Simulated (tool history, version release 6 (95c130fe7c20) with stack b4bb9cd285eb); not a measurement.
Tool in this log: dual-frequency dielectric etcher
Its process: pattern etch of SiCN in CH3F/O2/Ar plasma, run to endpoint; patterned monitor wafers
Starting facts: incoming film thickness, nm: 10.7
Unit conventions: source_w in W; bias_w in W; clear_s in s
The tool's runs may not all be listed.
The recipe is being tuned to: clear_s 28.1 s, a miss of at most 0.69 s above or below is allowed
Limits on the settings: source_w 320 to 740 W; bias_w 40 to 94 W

run,hour,source_w,bias_w,clear_s
1,0,530,67,24.902
2,8,530,75,24.035
3,10,530,65,24.923
4,15.9,610,65,23.444
5,23.4,580,64,24.014
6,26.2,640,64,23.161
7,32.1,600,62,23.922
8,34.9,600,62,23.902
9,41,570,61,24.537
10,47.4,540,60,25.306
# hour 48.6: source power generator calibrated
11,48.6,520,59,25.354
12,54,420,46,29.647

Exercise: of the 5 proposed moves below, exactly one satisfies all targets within the stated allowed misses. Which move is it?
A,59.4,430,43,?
B,59.4,480,42,?
C,59.4,370,52,?
D,59.4,380,42,?
E,59.4,450,40,?

move,clear_s
A,29.611
B,28.165
C,30.78
D,31.678
E,29.332
A: no nearer and no further than the last run
B: in spec on every target
C: lands further from the targets than the last run did
D: lands further from the targets than the last run did
E: an improvement on the last run, though not all results are within tolerance
Go with B: it meets all targets.
